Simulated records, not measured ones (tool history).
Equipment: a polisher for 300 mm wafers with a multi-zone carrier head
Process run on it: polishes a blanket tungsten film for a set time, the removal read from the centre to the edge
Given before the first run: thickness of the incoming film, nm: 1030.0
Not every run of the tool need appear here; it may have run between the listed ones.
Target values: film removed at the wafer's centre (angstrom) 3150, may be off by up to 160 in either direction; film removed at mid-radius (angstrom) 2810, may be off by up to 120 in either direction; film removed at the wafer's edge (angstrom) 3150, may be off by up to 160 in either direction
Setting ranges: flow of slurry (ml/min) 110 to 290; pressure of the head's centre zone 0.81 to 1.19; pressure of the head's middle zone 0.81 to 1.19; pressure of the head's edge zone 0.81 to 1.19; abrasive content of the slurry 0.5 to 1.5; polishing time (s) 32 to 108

| run | day | flow of slurry (ml/min) | pressure of the head's centre zone | pressure of the head's middle zone | pressure of the head's edge zone | abrasive content of the slurry | polishing time (s) | film removed at the wafer's centre (angstrom) | film removed at mid-radius (angstrom) | film removed at the wafer's edge (angstrom) |
|---|---|---|---|---|---|---|---|---|---|---|
| 1 | 0 | 185 | 1 | 1 | 1 | 1 | 70 | 3366.8 | 3509.9 | 3506 |
| 2 | 0.296 | 180 | 1 | 0.98 | 0.99 | 0.95 | 70 | 3412.2 | 3459.3 | 3489.1 |
| 3 | 0.596 | 180 | 1 | 0.98 | 0.99 | 0.95 | 78 | 3797.3 | 3810.4 | 3756.9 |
| 4 | 0.658 | 180 | 1 | 0.96 | 0.99 | 0.9 | 77 | 3606.1 | 3654.1 | 3668 |
| 5 | 0.858 | 180 | 1 | 1 | 0.99 | 0.9 | 77 | 3782.6 | 3838.4 | 3670.3 |
| 6 | 1.192 | 180 | 0.94 | 1 | 0.99 | 0.9 | 77 | 3560.7 | 3724.8 | 3828.4 |
| 7 | 1.529 | 180 | 0.94 | 1 | 0.99 | 0.9 | 77 | 3608.8 | 3806.7 | 3682.8 |
| 8 | 1.554 | 175 | 0.95 | 0.97 | 0.99 | 0.85 | 76 | 3437.4 | 3519.6 | 3605.3 |
| 9 | 1.629 | 170 | 0.96 | 0.95 | 0.98 | 0.8 | 76 | 3440.5 | 3441.6 | 3560.1 |
| 10 | 1.85 | 170 | 0.96 | 0.93 | 0.97 | 0.75 | 76 | 3373.4 | 3347.9 | 3495.6 |
| 11 | 2.188 | 150 | 1 | 0.83 | 0.93 | 0.5 | 74 | 2920.5 | 2716.3 | 2933.9 |

Below are 5 possible settings for the next run. Only one of them brings all results inside the allowed miss of their targets. Which is it?
| A | 2.525 | 195 | 0.98 | 0.93 | 0.87 | 0.55 | 63 | ? | ? | ? |
| B | 2.525 | 175 | 0.96 | 0.81 | 1.09 | 0.55 | 70 | ? | ? | ? |
| C | 2.525 | 190 | 1.1 | 0.87 | 0.91 | 0.5 | 67 | ? | ? | ? |
| D | 2.525 | 140 | 1.01 | 0.9 | 0.87 | 0.5 | 72 | ? | ? | ? |
| E | 2.525 | 150 | 1.02 | 0.83 | 0.97 | 0.55 | 77 | ? | ? | ? |

| move | film removed at the wafer's centre (angstrom) | film removed at mid-radius (angstrom) | film removed at the wafer's edge (angstrom) |
|---|---|---|---|
| A | 2660.8 | 2625.9 | 2600.4 |
| B | 2842.1 | 2624.6 | 3085.2 |
| C | 3047.5 | 2603.9 | 2737 |
| D | 2836.5 | 2691.9 | 2773.1 |
| E | 3184.5 | 2841.7 | 3182.8 |
A: moves away from the targets compared with the last run
B: moves away from the targets compared with the last run
C: puts the biggest miss on target and leaves a different result outside tolerance
D: moves away from the targets compared with the last run
E: hits every target within its allowed miss
Move E is the one to make.

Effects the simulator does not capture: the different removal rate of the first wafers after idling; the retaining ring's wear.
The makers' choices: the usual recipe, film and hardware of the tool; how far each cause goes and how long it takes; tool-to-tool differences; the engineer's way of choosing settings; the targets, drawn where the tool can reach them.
